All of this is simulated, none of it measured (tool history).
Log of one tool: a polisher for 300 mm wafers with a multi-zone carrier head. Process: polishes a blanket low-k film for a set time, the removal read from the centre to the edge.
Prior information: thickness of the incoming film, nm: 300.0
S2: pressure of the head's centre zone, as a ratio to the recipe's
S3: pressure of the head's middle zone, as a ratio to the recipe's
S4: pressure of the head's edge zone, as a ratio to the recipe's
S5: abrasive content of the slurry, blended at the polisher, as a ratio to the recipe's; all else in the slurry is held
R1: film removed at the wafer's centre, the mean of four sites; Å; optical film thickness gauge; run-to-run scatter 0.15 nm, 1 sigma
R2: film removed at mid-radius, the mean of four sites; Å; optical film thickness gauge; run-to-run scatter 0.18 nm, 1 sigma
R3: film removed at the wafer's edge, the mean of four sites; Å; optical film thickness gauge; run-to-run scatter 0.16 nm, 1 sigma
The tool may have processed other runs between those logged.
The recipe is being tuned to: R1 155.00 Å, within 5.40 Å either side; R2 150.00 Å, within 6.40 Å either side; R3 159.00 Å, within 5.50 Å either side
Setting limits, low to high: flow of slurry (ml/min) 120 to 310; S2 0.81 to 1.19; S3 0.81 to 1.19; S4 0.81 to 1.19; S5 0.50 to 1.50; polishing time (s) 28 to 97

run 1 hour=0.0 | flow_of_slurry_(ml/min)=200 S2=1.00 S3=1.00 S4=1.00 S5=1.00 polishing_time_(s)=62 | R1=235.97 R2=209.27 R3=216.18
run 2 hour=1.1 | flow_of_slurry_(ml/min)=200 S2=1.00 S3=1.00 S4=1.00 S5=1.00 polishing_time_(s)=54 | R1=203.33 R2=184.68 R3=190.63
run 3 hour=7.8 | flow_of_slurry_(ml/min)=200 S2=1.00 S3=1.00 S4=1.00 S5=1.10 polishing_time_(s)=54 | R1=211.06 R2=194.16 R3=199.11
run 4 hour=15.0 | flow_of_slurry_(ml/min)=195 S2=0.96 S3=0.98 S4=0.97 S5=1.00 polishing_time_(s)=54 | R1=191.43 R2=183.04 R3=182.53
run 5 hour=17.4 | flow_of_slurry_(ml/min)=195 S2=0.96 S3=0.93 S4=0.97 S5=1.00 polishing_time_(s)=54 | R1=194.79 R2=176.30 R3=186.33
run 6 hour=20.8 | flow_of_slurry_(ml/min)=185 S2=0.93 S3=0.91 S4=0.95 S5=0.95 polishing_time_(s)=54 | R1=181.66 R2=165.37 R3=175.48
-- hour=22.2 centre zone pressure recalibrated
run 7 hour=22.2 | flow_of_slurry_(ml/min)=175 S2=0.91 S3=0.90 S4=0.94 S5=0.95 polishing_time_(s)=54 | R1=163.57 R2=163.55 R3=178.89
run 8 hour=28.4 | flow_of_slurry_(ml/min)=175 S2=0.91 S3=0.89 S4=0.92 S5=0.90 polishing_time_(s)=54 | R1=162.85 R2=160.34 R3=168.82
run 9 hour=29.3 | flow_of_slurry_(ml/min)=170 S2=0.91 S3=0.88 S4=0.91 S5=0.90 polishing_time_(s)=54 | R1=160.79 R2=157.16 R3=166.77

Which single option among these 5 for the next run brings every result within its allowed miss of target? Just one does.
run A hour=30.2 | flow_of_slurry_(ml/min)=150 S2=0.91 S3=0.88 S4=0.87 S5=0.90 polishing_time_(s)=54 | R1=? R2=? R3=?
run B hour=30.2 | flow_of_slurry_(ml/min)=215 S2=1.02 S3=0.81 S4=0.97 S5=0.95 polishing_time_(s)=49 | R1=? R2=? R3=?
run C hour=30.2 | flow_of_slurry_(ml/min)=150 S2=1.02 S3=0.93 S4=0.83 S5=0.85 polishing_time_(s)=56 | R1=? R2=? R3=?
run D hour=30.2 | flow_of_slurry_(ml/min)=285 S2=0.95 S3=0.98 S4=0.82 S5=0.75 polishing_time_(s)=54 | R1=? R2=? R3=?
run E hour=30.2 | flow_of_slurry_(ml/min)=180 S2=0.99 S3=0.92 S4=0.85 S5=0.75 polishing_time_(s)=58 | R1=? R2=? R3=?

move=A R1=154.67 R2=152.52 R3=160.98
move=B R1=173.49 R2=142.89 R3=165.31
move=C R1=174.85 R2=159.61 R3=158.70
move=D R1=163.75 R2=164.72 R3=152.87
move=E R1=170.96 R2=158.91 R3=159.35
A: all results in spec
B: moves away from the targets compared with the last run
C: brings the last run's worst result on target, with another outside its allowed miss
D: takes the biggest miss from the last run beyond its target
E: brings the last run's worst result on target, with another outside its allowed miss
Answer: A
